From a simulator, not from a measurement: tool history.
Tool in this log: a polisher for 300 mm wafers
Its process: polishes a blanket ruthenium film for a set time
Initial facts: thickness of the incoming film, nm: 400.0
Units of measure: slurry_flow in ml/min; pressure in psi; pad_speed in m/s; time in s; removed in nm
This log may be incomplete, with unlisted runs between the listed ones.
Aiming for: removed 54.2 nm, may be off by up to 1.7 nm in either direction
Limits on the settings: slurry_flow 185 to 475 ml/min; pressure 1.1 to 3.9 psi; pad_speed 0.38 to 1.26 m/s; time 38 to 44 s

run  hour  slurry_flow  pressure  pad_speed  time  removed
  1     0          305       2.5       0.82    44   41.491
  2   2.8          305       2.2       0.82    44   37.947
  3   7.5          305       2.3       0.82    44   38.627
  4   9.3          305       2.4       0.82    44   40.115
     11.6  -- slurry nozzle cleaned
  5  11.6          305       2.5       0.82    44    43.23
  6  20.6          305       2.9       0.82    44   49.176
  7    29          305         3       0.82    44   49.804
  8  34.5          305       3.1       0.82    44   51.397

4 candidate next runs follow, results not yet known. Just one meets every target within its allowed miss. Identify it.
  A    40          210       3.8       0.76    44        ?
  B    40          295       3.2       0.94    43        ?
  C    40          300       3.2        0.8    43        ?
  D    40          325       3.6       0.86    42        ?

move  removed
   A   53.935
   B   58.335
   C   49.959
   D    58.32
A: every result within its allowed miss
B: takes the result that was furthest off past its target
C: moves away from the targets compared with the last run
D: takes the result that was furthest off past its target
A is the move that brings every result within its allowed miss.

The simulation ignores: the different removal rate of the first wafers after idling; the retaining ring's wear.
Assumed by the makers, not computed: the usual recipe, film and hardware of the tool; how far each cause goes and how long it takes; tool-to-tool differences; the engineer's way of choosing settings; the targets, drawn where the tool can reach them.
